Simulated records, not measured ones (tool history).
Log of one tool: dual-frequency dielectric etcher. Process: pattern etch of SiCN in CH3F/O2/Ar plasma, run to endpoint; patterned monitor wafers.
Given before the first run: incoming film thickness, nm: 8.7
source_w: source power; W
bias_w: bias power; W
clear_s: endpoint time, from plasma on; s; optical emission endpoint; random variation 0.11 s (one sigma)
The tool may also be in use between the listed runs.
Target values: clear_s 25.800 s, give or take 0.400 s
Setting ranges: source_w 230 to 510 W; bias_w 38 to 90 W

run  hour  source_w  bias_w  clear_s
  1   0.0       370      64   23.916
  2   2.0       430      64   22.552
  3   9.2       400      63   23.331
  4  10.4       380      62   24.080
  5  11.6       380      70   22.934
  6  19.3       380      80   21.977
  7  23.0       340      79   23.022
  8  31.2       310      78   23.925
  9  38.1       290      78   24.604
 10  41.6       280      78   24.823
 11  48.7       270      78   25.234

Pick the move, out of 4, that brings all results within their allowed miss; only one does.
  A  55.8       270      82        ?
  B  55.8       260      76        ?
  C  55.8       230      79        ?
  D  55.8       260      85        ?

move  clear_s
   A   24.707
   B   25.780
   C   26.615
   D   24.724
A: lands further from the targets than the last run did
B: all results land within tolerance of their targets
C: carries the result that was furthest off beyond its target, to the other side
D: lands further from the targets than the last run did
B is the move that brings every result within its allowed miss.
